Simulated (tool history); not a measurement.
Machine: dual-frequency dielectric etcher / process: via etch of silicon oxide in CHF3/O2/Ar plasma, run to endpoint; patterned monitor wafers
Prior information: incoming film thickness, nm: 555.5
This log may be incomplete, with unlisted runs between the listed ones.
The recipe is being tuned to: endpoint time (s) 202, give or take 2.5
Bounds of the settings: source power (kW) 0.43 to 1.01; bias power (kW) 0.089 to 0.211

Run 1, day 0: source power (kW) 0.72, bias power (kW) 0.15. Result: endpoint time (s) 235.58.
Run 2, day 0.225: source power (kW) 0.6, bias power (kW) 0.15. Result: endpoint time (s) 251.74.
Run 3, day 0.3: source power (kW) 0.69, bias power (kW) 0.152. Result: endpoint time (s) 238.29.
Run 4, day 0.604: source power (kW) 0.75, bias power (kW) 0.153. Result: endpoint time (s) 232.03.
Run 5, day 0.721: source power (kW) 0.75, bias power (kW) 0.175. Result: endpoint time (s) 223.94.
Run 6, day 0.8: source power (kW) 0.75, bias power (kW) 0.202. Result: endpoint time (s) 216.89.
Run 7, day 0.933: source power (kW) 0.78, bias power (kW) 0.203. Result: endpoint time (s) 214.73.
Run 8, day 1.296: source power (kW) 0.81, bias power (kW) 0.204. Result: endpoint time (s) 210.46.
Run 9, day 1.554: source power (kW) 0.83, bias power (kW) 0.205. Result: endpoint time (s) 209.73.

Below are 4 possible settings for the next run. Only one of them brings all results inside the allowed miss of their targets. Which is it?
Run A, day 1.812: source power (kW) 0.82, bias power (kW) 0.211. Result: endpoint time (s) ?.
Run B, day 1.812: source power (kW) 0.81, bias power (kW) 0.211. Result: endpoint time (s) ?.
Run C, day 1.812: source power (kW) 0.81, bias power (kW) 0.198. Result: endpoint time (s) ?.
Run D, day 1.812: source power (kW) 0.88, bias power (kW) 0.211. Result: endpoint time (s) ?.

move  endpoint time (s)
   A             205.88
   B             206.79
   C             210.09
   D             200.68
A: closes in on the targets versus the last run, not all within tolerance yet
B: closes in on the targets versus the last run, not all within tolerance yet
C: just as far off the targets as the last run
D: each result inside its tolerance
D is the move that brings every result within its allowed miss.
